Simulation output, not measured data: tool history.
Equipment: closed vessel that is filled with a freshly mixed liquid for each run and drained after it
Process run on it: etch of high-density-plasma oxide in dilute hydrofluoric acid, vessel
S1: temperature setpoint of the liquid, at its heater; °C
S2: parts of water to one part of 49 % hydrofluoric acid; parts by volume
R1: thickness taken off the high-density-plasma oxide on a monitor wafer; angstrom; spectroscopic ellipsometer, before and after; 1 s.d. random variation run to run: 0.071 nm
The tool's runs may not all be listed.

run 1 hour=0.0 | S1=21.0 S2=290 time_in_the_liquid_(s)=860 | R1=138.74
run 2 hour=7.0 | S1=20.5 S2=290 time_in_the_liquid_(s)=860 | R1=135.97
run 3 hour=15.8 | S1=20.0 S2=290 time_in_the_liquid_(s)=860 | R1=133.07
run 4 hour=24.4 | S1=20.0 S2=290 time_in_the_liquid_(s)=860 | R1=131.09
run 5 hour=26.1 | S1=20.0 S2=220 time_in_the_liquid_(s)=860 | R1=187.37
run 6 hour=35.5 | S1=19.5 S2=230 time_in_the_liquid_(s)=860 | R1=173.38
run 7 hour=41.4 | S1=19.0 S2=240 time_in_the_liquid_(s)=860 | R1=162.73

Run 8 has not been measured yet. What should we expect?
run 8 hour=50.3 | S1=19.0 S2=250 time_in_the_liquid_(s)=860 | R1=?

R1: 152.84 angstrom
